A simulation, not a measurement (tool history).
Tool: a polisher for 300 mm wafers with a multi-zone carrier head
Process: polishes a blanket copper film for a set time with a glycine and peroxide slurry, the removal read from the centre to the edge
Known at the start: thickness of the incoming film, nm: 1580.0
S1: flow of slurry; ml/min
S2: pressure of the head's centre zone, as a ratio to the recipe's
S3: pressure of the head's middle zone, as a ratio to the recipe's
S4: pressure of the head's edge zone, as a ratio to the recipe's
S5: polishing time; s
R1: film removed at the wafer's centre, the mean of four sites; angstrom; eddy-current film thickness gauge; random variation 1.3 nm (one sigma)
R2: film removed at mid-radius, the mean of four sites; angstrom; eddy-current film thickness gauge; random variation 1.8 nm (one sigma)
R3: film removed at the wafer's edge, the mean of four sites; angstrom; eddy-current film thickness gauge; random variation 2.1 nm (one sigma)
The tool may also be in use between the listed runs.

Run 1, day 0: S1 140 ml/min, S2 1, S3 1, S4 1, S5 37 s. Result: R1 2328.3 angstrom, R2 2267.9 angstrom, R3 2333.6 angstrom.
Run 2, day 0.208: S1 135 ml/min, S2 0.98, S3 0.97, S4 0.97, S5 33 s. Result: R1 2011.7 angstrom, R2 1961.7 angstrom, R3 2036.7 angstrom.
Run 3, day 0.538: S1 135 ml/min, S2 0.92, S3 0.97, S4 0.97, S5 33 s. Result: R1 1873.2 angstrom, R2 2020.7 angstrom, R3 2017.7 angstrom.
Run 4, day 0.617: S1 110 ml/min, S2 0.92, S3 0.97, S4 0.97, S5 33 s. Result: R1 1839.1 angstrom, R2 1895.1 angstrom, R3 2016.4 angstrom.
Run 5, day 0.792: S1 110 ml/min, S2 0.92, S3 0.94, S4 0.94, S5 30 s. Result: R1 1645.6 angstrom, R2 1712.6 angstrom, R3 1793 angstrom.
Run 6, day 1.071: S1 105 ml/min, S2 0.93, S3 0.91, S4 0.91, S5 29 s. Result: R1 1614 angstrom, R2 1603.9 angstrom, R3 1715.9 angstrom.
Run 7, day 1.1: S1 105 ml/min, S2 0.93, S3 0.89, S4 0.89, S5 28 s. Result: R1 1582 angstrom, R2 1524 angstrom, R3 1659 angstrom.
Run 8, day 1.267: S1 100 ml/min, S2 0.93, S3 0.87, S4 0.83, S5 25 s. Result: R1 1367.3 angstrom, R2 1312.9 angstrom, R3 1438.3 angstrom.
Run 9, day 1.425: S1 100 ml/min, S2 0.93, S3 0.87, S4 0.83, S5 25 s. Result: R1 1398 angstrom, R2 1326.7 angstrom, R3 1398.8 angstrom.
Run 10, day 1.588: S1 105 ml/min, S2 0.93, S3 0.87, S4 0.85, S5 25 s. Result: R1 1383.2 angstrom, R2 1335.8 angstrom, R3 1434.5 angstrom.

The next listed run, before its measurement:
Run 11, day 1.704: S1 105 ml/min, S2 0.94, S3 0.87, S4 0.86, S5 25 s. Result: R1 ?, R2 ?, R3 ?.

Run 11 gave R1 1400.5 angstrom, R2 1344.7 angstrom, R3 1429.3 angstrom.
